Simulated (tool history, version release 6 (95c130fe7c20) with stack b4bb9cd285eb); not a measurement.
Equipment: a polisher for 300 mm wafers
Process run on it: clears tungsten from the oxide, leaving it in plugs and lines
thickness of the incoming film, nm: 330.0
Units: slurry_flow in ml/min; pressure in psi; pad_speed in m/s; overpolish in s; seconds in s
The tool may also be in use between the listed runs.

{"run": 1, "day": 0.0, "slurry_flow": 220, "pressure": 4.1, "pad_speed": 1.4, "slurry_solids": 1, "overpolish": 34, "seconds": 54.338}
{"run": 2, "day": 0.317, "slurry_flow": 220, "pressure": 4.1, "pad_speed": 1.1, "slurry_solids": 1, "overpolish": 34, "seconds": 65.821}
{"run": 3, "day": 0.45, "slurry_flow": 220, "pressure": 3.8, "pad_speed": 1.1, "slurry_solids": 1, "overpolish": 34, "seconds": 70.747}
{"run": 4, "day": 0.575, "slurry_flow": 220, "pressure": 3.8, "pad_speed": 1.1, "slurry_solids": 1, "overpolish": 34, "seconds": 70.262}
{"run": 5, "day": 0.688, "slurry_flow": 220, "pressure": 4.5, "pad_speed": 1.12, "slurry_solids": 1, "overpolish": 34, "seconds": 58.696}
{"run": 6, "day": 0.792, "slurry_flow": 220, "pressure": 4.5, "pad_speed": 1.3, "slurry_solids": 1, "overpolish": 34, "seconds": 52.577}
{"run": 7, "day": 0.833, "slurry_flow": 230, "pressure": 5.6, "pad_speed": 1.32, "slurry_solids": 1, "overpolish": 34, "seconds": 42.185}
{"day": 0.929, "done": "worn pad replaced by a new one"}
{"run": 8, "day": 0.929, "slurry_flow": 230, "pressure": 5.7, "pad_speed": 1.32, "slurry_solids": 1, "overpolish": 34, "seconds": 36.386}
{"run": 9, "day": 1.167, "slurry_flow": 230, "pressure": 5.6, "pad_speed": 1.32, "slurry_solids": 1, "overpolish": 34, "seconds": 37.086}
{"run": 10, "day": 1.362, "slurry_flow": 230, "pressure": 5.6, "pad_speed": 1.32, "slurry_solids": 1, "overpolish": 34, "seconds": 36.833}

What does the tool deliver on the next run?
{"run": 11, "day": 1.462, "slurry_flow": 220, "pressure": 5.5, "pad_speed": 1.32, "slurry_solids": 1, "overpolish": 34, "seconds": "?"}

Run 11 yielded seconds 38.206 s.
